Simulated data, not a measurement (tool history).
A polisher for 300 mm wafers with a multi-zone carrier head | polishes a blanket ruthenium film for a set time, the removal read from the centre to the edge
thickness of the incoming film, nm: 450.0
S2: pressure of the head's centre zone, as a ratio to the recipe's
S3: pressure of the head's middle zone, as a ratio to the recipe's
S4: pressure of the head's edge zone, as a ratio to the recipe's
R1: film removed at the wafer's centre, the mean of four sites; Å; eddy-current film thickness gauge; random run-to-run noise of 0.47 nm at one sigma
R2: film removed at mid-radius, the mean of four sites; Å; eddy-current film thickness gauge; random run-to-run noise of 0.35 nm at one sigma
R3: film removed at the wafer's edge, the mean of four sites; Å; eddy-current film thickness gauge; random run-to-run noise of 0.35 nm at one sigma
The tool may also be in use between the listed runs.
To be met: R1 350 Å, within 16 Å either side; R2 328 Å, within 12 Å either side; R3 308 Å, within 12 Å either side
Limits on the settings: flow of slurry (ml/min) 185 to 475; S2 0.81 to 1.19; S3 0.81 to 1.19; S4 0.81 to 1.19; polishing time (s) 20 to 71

run 1 hour=0 | flow_of_slurry_(ml/min)=305 S2=1 S3=1 S4=1 polishing_time_(s)=45 | R1=509.52 R2=499.76 R3=503.7
run 2 hour=7.5 | flow_of_slurry_(ml/min)=305 S2=1 S3=1 S4=0.93 polishing_time_(s)=45 | R1=498.27 R2=512.63 R3=481.87
run 3 hour=15.8 | flow_of_slurry_(ml/min)=305 S2=1.01 S3=0.99 S4=0.92 polishing_time_(s)=42 | R1=474.9 R2=473.71 R3=447.98
run 4 hour=20.8 | flow_of_slurry_(ml/min)=305 S2=1.01 S3=0.99 S4=0.89 polishing_time_(s)=42 | R1=484.31 R2=466.92 R3=445.34
run 5 hour=24.7 | flow_of_slurry_(ml/min)=305 S2=1.01 S3=0.99 S4=0.88 polishing_time_(s)=39 | R1=441.7 R2=439.19 R3=401.43
run 6 hour=27 | flow_of_slurry_(ml/min)=305 S2=1.01 S3=0.99 S4=0.92 polishing_time_(s)=39 | R1=434.92 R2=434.48 R3=421.59
run 7 hour=29.5 | flow_of_slurry_(ml/min)=305 S2=1.01 S3=0.99 S4=0.92 polishing_time_(s)=39 | R1=447.11 R2=431.66 R3=415.26
run 8 hour=34.6 | flow_of_slurry_(ml/min)=305 S2=1.01 S3=0.99 S4=0.91 polishing_time_(s)=37 | R1=423.3 R2=415.69 R3=398.32
run 9 hour=38.7 | flow_of_slurry_(ml/min)=305 S2=1.01 S3=0.99 S4=0.9 polishing_time_(s)=36 | R1=412.7 R2=395.59 R3=372.45
run 10 hour=42.3 | flow_of_slurry_(ml/min)=305 S2=1.01 S3=0.98 S4=0.89 polishing_time_(s)=35 | R1=399.47 R2=387.18 R3=375.89
run 11 hour=44.2 | flow_of_slurry_(ml/min)=305 S2=1.01 S3=0.98 S4=0.88 polishing_time_(s)=34 | R1=379.34 R2=373.54 R3=355.34
run 12 hour=46 | flow_of_slurry_(ml/min)=305 S2=1.02 S3=0.98 S4=0.87 polishing_time_(s)=33 | R1=385.87 R2=366.32 R3=340.41
run 13 hour=47.4 | flow_of_slurry_(ml/min)=305 S2=1.02 S3=0.97 S4=0.86 polishing_time_(s)=33 | R1=372.14 R2=362.43 R3=336.33
run 14 hour=52.2 | flow_of_slurry_(ml/min)=305 S2=1.02 S3=0.97 S4=0.86 polishing_time_(s)=33 | R1=379.76 R2=356.58 R3=337.63
run 15 hour=54.7 | flow_of_slurry_(ml/min)=305 S2=1.02 S3=0.97 S4=0.85 polishing_time_(s)=33 | R1=382.38 R2=363.55 R3=337.79
run 16 hour=61 | flow_of_slurry_(ml/min)=305 S2=1.02 S3=0.96 S4=0.84 polishing_time_(s)=33 | R1=377.79 R2=357.02 R3=348.14
run 17 hour=69.5 | flow_of_slurry_(ml/min)=305 S2=1.02 S3=0.96 S4=0.84 polishing_time_(s)=32 | R1=365.56 R2=347.17 R3=329.98

Exercise: of the 4 proposed moves below, exactly one satisfies all targets within the stated allowed misses. Which move is it?
run A hour=78 | flow_of_slurry_(ml/min)=315 S2=1 S3=0.83 S4=0.84 polishing_time_(s)=34 | R1=? R2=? R3=?
run B hour=78 | flow_of_slurry_(ml/min)=260 S2=1 S3=0.98 S4=0.89 polishing_time_(s)=33 | R1=? R2=? R3=?
run C hour=78 | flow_of_slurry_(ml/min)=300 S2=0.96 S3=0.94 S4=0.85 polishing_time_(s)=35 | R1=? R2=? R3=?
run D hour=78 | flow_of_slurry_(ml/min)=310 S2=1.04 S3=0.97 S4=0.86 polishing_time_(s)=30 | R1=? R2=? R3=?

move=A R1=376.46 R2=326.79 R3=353.66
move=B R1=357.77 R2=356.83 R3=346.33
move=C R1=370.3 R2=371.19 R3=364.13
move=D R1=345.29 R2=327.55 R3=314.39
A: the biggest miss grows against the last run
B: the biggest miss grows against the last run
C: the biggest miss grows against the last run
D: hits every target within its allowed miss
So the answer is move D, the one that meets all the targets.
